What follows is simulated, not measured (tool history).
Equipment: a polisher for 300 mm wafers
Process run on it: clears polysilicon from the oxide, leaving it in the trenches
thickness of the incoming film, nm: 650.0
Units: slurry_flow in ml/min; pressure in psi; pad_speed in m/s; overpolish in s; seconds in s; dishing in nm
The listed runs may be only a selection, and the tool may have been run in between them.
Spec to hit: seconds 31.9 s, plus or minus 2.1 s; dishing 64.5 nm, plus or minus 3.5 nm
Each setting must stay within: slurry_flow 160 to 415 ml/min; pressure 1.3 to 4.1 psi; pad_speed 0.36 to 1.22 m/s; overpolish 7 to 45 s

Run 1, hour 0: slurry_flow 265 ml/min, pressure 2.7 psi, pad_speed 0.78 m/s, overpolish 23 s. Result: seconds 52.93 s, dishing 74.882 nm.
Run 2, hour 4.5: slurry_flow 265 ml/min, pressure 2.7 psi, pad_speed 0.78 m/s, overpolish 27 s. Result: seconds 54.695 s, dishing 78.482 nm.
Run 3, hour 5.8: slurry_flow 215 ml/min, pressure 2.7 psi, pad_speed 0.78 m/s, overpolish 27 s. Result: seconds 53.918 s, dishing 74.258 nm.
Run 4, hour 8.1: slurry_flow 275 ml/min, pressure 2.7 psi, pad_speed 0.78 m/s, overpolish 27 s. Result: seconds 54.659 s, dishing 77.342 nm.
Run 5, hour 15.7: slurry_flow 275 ml/min, pressure 2.7 psi, pad_speed 0.78 m/s, overpolish 22 s. Result: seconds 52.864 s, dishing 76.368 nm.
Run 6, hour 21.3: slurry_flow 275 ml/min, pressure 2.7 psi, pad_speed 0.58 m/s, overpolish 22 s. Result: seconds 68.843 s, dishing 72.803 nm.
Run 7, hour 30: slurry_flow 265 ml/min, pressure 2.8 psi, pad_speed 0.6 m/s, overpolish 20 s. Result: seconds 65.203 s, dishing 69.421 nm.
Run 8, hour 38.3: slurry_flow 260 ml/min, pressure 2.9 psi, pad_speed 0.62 m/s, overpolish 19 s. Result: seconds 61.607 s, dishing 71.862 nm.
Run 9, hour 45.9: slurry_flow 250 ml/min, pressure 2.9 psi, pad_speed 0.66 m/s, overpolish 18 s. Result: seconds 59.117 s, dishing 71.104 nm.
Run 10, hour 50.1: slurry_flow 240 ml/min, pressure 3 psi, pad_speed 0.68 m/s, overpolish 17 s. Result: seconds 55.707 s, dishing 70.565 nm.
Run 11, hour 52.7: slurry_flow 230 ml/min, pressure 3.1 psi, pad_speed 0.7 m/s, overpolish 16 s. Result: seconds 52.013 s, dishing 71.064 nm.
Run 12, hour 57.3: slurry_flow 225 ml/min, pressure 3.2 psi, pad_speed 0.72 m/s, overpolish 15 s. Result: seconds 49.714 s, dishing 70.882 nm.
Run 13, hour 62.3: slurry_flow 225 ml/min, pressure 3.2 psi, pad_speed 0.72 m/s, overpolish 15 s. Result: seconds 49.067 s, dishing 70.263 nm.
Run 14, hour 64: slurry_flow 220 ml/min, pressure 3.3 psi, pad_speed 0.72 m/s, overpolish 14 s. Result: seconds 47.241 s, dishing 72.114 nm.
Run 15, hour 70.7: slurry_flow 295 ml/min, pressure 2.6 psi, pad_speed 0.94 m/s, overpolish 7 s. Result: seconds 46.639 s, dishing 53.532 nm.
Run 16, hour 75.4: slurry_flow 295 ml/min, pressure 2.7 psi, pad_speed 0.94 m/s, overpolish 7 s. Result: seconds 44.343 s, dishing 53.574 nm.
Run 17, hour 76.5: slurry_flow 295 ml/min, pressure 3.4 psi, pad_speed 1 m/s, overpolish 18 s. Result: seconds 35.132 s, dishing 76.191 nm.

5 next moves are on the table. One of them brings every result within its allowed miss. Which?
Run A, hour 77.6: slurry_flow 225 ml/min, pressure 3.4 psi, pad_speed 1.12 m/s, overpolish 9 s. Result: seconds ?, dishing ?.
Run B, hour 77.6: slurry_flow 320 ml/min, pressure 3.1 psi, pad_speed 1.04 m/s, overpolish 16 s. Result: seconds ?, dishing ?.
Run C, hour 77.6: slurry_flow 300 ml/min, pressure 3.3 psi, pad_speed 1 m/s, overpolish 11 s. Result: seconds ?, dishing ?.
Run D, hour 77.6: slurry_flow 305 ml/min, pressure 2.9 psi, pad_speed 1.06 m/s, overpolish 8 s. Result: seconds ?, dishing ?.
Run E, hour 77.6: slurry_flow 250 ml/min, pressure 3.5 psi, pad_speed 1.08 m/s, overpolish 7 s. Result: seconds ?, dishing ?.

move  seconds  dishing
   A    30.53   69.556
   B   34.438   75.962
   C   33.815   71.361
   D   36.163   63.107
   E   30.373   64.122
A: better than the last run, though not everything is in spec
B: about as far from the targets as the last run
C: better than the last run, though not everything is in spec
D: meets the target for the result that was furthest off, but another lies outside its allowed miss
E: every result within its allowed miss
E is the move that brings every result within its allowed miss.

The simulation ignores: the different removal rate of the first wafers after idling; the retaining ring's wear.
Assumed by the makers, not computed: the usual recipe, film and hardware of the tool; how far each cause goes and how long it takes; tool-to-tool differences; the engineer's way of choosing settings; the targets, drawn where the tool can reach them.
